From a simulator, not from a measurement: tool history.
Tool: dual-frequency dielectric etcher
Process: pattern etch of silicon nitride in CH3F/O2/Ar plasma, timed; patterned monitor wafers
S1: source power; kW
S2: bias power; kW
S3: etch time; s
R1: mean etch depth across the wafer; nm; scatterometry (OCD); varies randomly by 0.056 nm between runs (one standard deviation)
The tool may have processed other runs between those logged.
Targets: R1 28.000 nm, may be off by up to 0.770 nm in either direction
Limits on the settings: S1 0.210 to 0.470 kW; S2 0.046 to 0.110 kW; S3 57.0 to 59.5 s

{"run": 1, "hour": 0.0, "S1": 0.34, "S2": 0.078, "S3": 57.0, "R1": 34.887}
{"run": 2, "hour": 5.6, "S1": 0.33, "S2": 0.075, "S3": 57.0, "R1": 33.835}
{"run": 3, "hour": 9.3, "S1": 0.33, "S2": 0.075, "S3": 57.0, "R1": 33.974}
{"run": 4, "hour": 15.1, "S1": 0.33, "S2": 0.075, "S3": 59.5, "R1": 35.398}
{"run": 5, "hour": 20.0, "S1": 0.33, "S2": 0.075, "S3": 59.5, "R1": 35.431}
{"run": 6, "hour": 27.8, "S1": 0.32, "S2": 0.072, "S3": 59.5, "R1": 34.433}
{"run": 7, "hour": 29.9, "S1": 0.31, "S2": 0.07, "S3": 59.5, "R1": 33.498}
{"run": 8, "hour": 30.6, "S1": 0.25, "S2": 0.054, "S3": 58.5, "R1": 26.698}

Next run, 5 choices. One meets every target within its allowed miss, the rest don't. Which?
{"run": "A", "hour": 31.3, "S1": 0.23, "S2": 0.049, "S3": 57.0, "R1": "?"}
{"run": "B", "hour": 31.3, "S1": 0.27, "S2": 0.06, "S3": 57.0, "R1": "?"}
{"run": "C", "hour": 31.3, "S1": 0.24, "S2": 0.053, "S3": 59.5, "R1": "?"}
{"run": "D", "hour": 31.3, "S1": 0.24, "S2": 0.049, "S3": 57.0, "R1": "?"}
{"run": "E", "hour": 31.3, "S1": 0.22, "S2": 0.054, "S3": 59.5, "R1": "?"}

move=A R1=23.857
move=B R1=28.188
move=C R1=26.211
move=D R1=24.710
move=E R1=24.249
A: the biggest miss grows against the last run
B: every result lands within tolerance
C: the biggest miss grows against the last run
D: the biggest miss grows against the last run
E: the biggest miss grows against the last run
The move that meets every target is B.
